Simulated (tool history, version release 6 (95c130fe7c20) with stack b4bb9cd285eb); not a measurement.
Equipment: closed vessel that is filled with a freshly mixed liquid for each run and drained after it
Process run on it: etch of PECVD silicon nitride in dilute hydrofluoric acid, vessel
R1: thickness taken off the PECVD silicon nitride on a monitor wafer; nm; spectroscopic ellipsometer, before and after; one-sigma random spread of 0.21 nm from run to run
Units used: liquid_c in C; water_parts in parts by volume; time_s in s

Run 1, hour 0.0: liquid_c 25.0 C, water_parts 170 parts by volume, time_s 840 s. Result: R1 18.707 nm.
Run 2, hour 6.6: liquid_c 26.0 C, water_parts 170 parts by volume, time_s 840 s. Result: R1 19.849 nm.
Run 3, hour 12.2: liquid_c 29.0 C, water_parts 170 parts by volume, time_s 840 s. Result: R1 23.920 nm.
Run 4, hour 17.4: liquid_c 29.0 C, water_parts 170 parts by volume, time_s 630 s. Result: R1 17.792 nm.
At hour 22.3: thermometer replaced.
Run 5, hour 22.3: liquid_c 29.5 C, water_parts 160 parts by volume, time_s 630 s. Result: R1 22.652 nm.
Run 6, hour 25.1: liquid_c 29.5 C, water_parts 210 parts by volume, time_s 630 s. Result: R1 17.311 nm.
Run 7, hour 34.5: liquid_c 30.0 C, water_parts 200 parts by volume, time_s 630 s. Result: R1 18.594 nm.

Forecast run 8:
Run 8, hour 36.3: liquid_c 30.5 C, water_parts 190 parts by volume, time_s 630 s. Result: R1 ?.

R1: 20.420 nm

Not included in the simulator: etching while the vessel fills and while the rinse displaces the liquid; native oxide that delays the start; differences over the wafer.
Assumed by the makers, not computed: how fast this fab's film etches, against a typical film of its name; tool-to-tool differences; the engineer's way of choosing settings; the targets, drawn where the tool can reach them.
